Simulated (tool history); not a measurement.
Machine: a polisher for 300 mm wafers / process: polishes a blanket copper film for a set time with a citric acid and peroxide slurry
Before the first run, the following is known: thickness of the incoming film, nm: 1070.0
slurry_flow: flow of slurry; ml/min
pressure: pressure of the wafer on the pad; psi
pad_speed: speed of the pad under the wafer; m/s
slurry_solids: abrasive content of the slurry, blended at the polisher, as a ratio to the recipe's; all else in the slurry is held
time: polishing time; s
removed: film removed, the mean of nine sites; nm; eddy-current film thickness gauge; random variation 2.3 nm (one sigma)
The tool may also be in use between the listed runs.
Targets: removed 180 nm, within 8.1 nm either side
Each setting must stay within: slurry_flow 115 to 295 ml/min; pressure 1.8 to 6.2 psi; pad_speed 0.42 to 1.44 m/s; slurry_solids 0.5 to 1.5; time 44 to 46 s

run  hour  slurry_flow  pressure  pad_speed  slurry_solids  time  removed
  1     0          190         4       0.92              1    44   125.11
  2   2.8          190         4       0.92           0.95    44    126.4
  3  11.1          190         4       0.92           0.85    44   121.78
  4  14.2          190         4       0.92           0.65    44   116.16
  5  18.1          190         4       0.78           0.65    44   99.075
  6  19.9          190       4.3       0.78           0.65    44    105.9
  7  24.1          190       4.5        0.8           0.65    44   113.97
  8  27.6          190       4.7        0.8           0.65    44   119.62
  9  30.6          190       4.7        0.8           0.65    44   118.14
 10  36.2          190       4.9       0.82           0.65    44   127.66
 11  40.5          190       5.1       0.82           0.65    44   128.69
 12  48.1          190       5.2       0.84           0.65    44   138.11
 13  50.8          190       5.3       0.84           0.65    44   140.61
 14  54.4          190       5.4       0.84           0.65    44   142.37
 15  55.3          190       5.4       0.84           0.65    44    142.4
 16  57.3          190       5.5       0.84           0.65    44   146.96
 17  59.8          190       5.6       0.84           0.65    44   146.39
 18  62.5          190       5.7       0.84           0.65    44    152.1
 19  63.9          190       5.8       0.84           0.65    44   153.54
 20    72          190         6       0.88           0.65    44   165.43
 21  73.2          190       6.1        0.9           0.65    44   169.79

5 candidate next runs follow, results not yet known. Just one meets every target within its allowed miss. Identify it.
  A  74.4          235         6       0.92           0.55    46        ?
  B  74.4          225         5          1            0.6    46        ?
  C  74.4          170       5.7       0.92            0.7    44        ?
  D  74.4          265       5.2       1.02            0.5    44        ?
  E  74.4          205       5.8        0.9            0.5    45        ?

move  removed
   A   175.88
   B   160.48
   C   161.74
   D   159.28
   E   157.96
A: all results land within tolerance of their targets
B: moves away from the targets compared with the last run
C: moves away from the targets compared with the last run
D: moves away from the targets compared with the last run
E: moves away from the targets compared with the last run
The move that meets every target is A.
